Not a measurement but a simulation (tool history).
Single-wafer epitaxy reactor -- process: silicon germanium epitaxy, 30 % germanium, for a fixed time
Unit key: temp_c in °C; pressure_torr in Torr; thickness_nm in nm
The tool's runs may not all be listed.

| run | hour | temp_c | pressure_torr | thickness_nm |
|---|---|---|---|---|
| 1 | 0.0 | 585 | 16.3 | 41.313 |
| 2 | 2.0 | 584 | 16.3 | 40.336 |
| 3 | 5.5 | 588 | 16.3 | 43.873 |
| 4 | 8.1 | 594 | 16.3 | 48.265 |
| 5 | 12.6 | 591 | 16.2 | 45.645 |
| 6 | 17.2 | 597 | 16.2 | 51.531 |
| 7 | 22.9 | 593 | 16.1 | 47.481 |
| 8 | 31.7 | 590 | 16.0 | 45.182 |
| 9 | 36.4 | 588 | 15.9 | 42.943 |
| 10 | 42.2 | 586 | 15.9 | 42.163 |
| 11 | 45.8 | 584 | 15.8 | 39.961 |
| 12 | 49.8 | 583 | 15.8 | 39.396 |
| 13 | 51.2 | 582 | 15.8 | 38.607 |
| 14 | 57.7 | 581 | 15.8 | 37.929 |
| 15 | 65.0 | 580 | 15.8 | 37.525 |

Run 16 has not been measured yet. What should we expect?
| 16 | 65.7 | 579 | 15.8 | ? |

{"run 16": {"thickness_nm": 36.433}}
